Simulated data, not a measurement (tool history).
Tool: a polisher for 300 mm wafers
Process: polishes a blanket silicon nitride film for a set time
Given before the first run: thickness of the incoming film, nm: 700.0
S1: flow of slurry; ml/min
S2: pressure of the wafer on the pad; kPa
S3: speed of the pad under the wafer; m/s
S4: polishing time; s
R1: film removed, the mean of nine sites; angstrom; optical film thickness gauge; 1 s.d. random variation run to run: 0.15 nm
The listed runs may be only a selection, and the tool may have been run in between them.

{"run": 1, "hour": 0.0, "S1": 300, "S2": 17.2, "S3": 0.96, "S4": 17, "R1": 208.91}
{"run": 2, "hour": 1.5, "S1": 300, "S2": 15.9, "S3": 0.96, "S4": 17, "R1": 193.62}
{"run": 3, "hour": 8.6, "S1": 300, "S2": 19.3, "S3": 0.96, "S4": 17, "R1": 218.9}
{"run": 4, "hour": 14.7, "S1": 300, "S2": 17.2, "S3": 0.96, "S4": 17, "R1": 205.19}
{"run": 5, "hour": 15.3, "S1": 300, "S2": 15.2, "S3": 0.96, "S4": 17, "R1": 188.29}
{"run": 6, "hour": 17.3, "S1": 300, "S2": 15.2, "S3": 1.18, "S4": 17, "R1": 217.49}

For run 7, what comes out?
{"run": 7, "hour": 25.7, "S1": 300, "S2": 13.1, "S3": 1.18, "S4": 17, "R1": "?"}

{"run 7": {"R1": 196.51}}
